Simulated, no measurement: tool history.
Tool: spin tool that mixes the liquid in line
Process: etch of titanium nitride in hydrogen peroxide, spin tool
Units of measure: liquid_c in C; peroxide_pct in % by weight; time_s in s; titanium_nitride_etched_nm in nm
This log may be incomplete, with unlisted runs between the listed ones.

run	hour	liquid_c	peroxide_pct	time_s	titanium_nitride_etched_nm
1	0.0	43.0	20.5	270	14.2230
2	2.6	43.0	20.5	270	14.0060
3	3.6	38.5	20.5	270	10.0000
4	4.7	37.0	20.5	270	8.8561
5	5.9	32.0	20.5	270	5.9186
6	7.3	37.5	20.5	270	9.4058
7	13.1	36.5	20.5	270	8.5444

For run 8, what comes out?
8	17.7	33.0	20.5	270	?

Run 8 gave titanium_nitride_etched_nm 6.5458 nm.
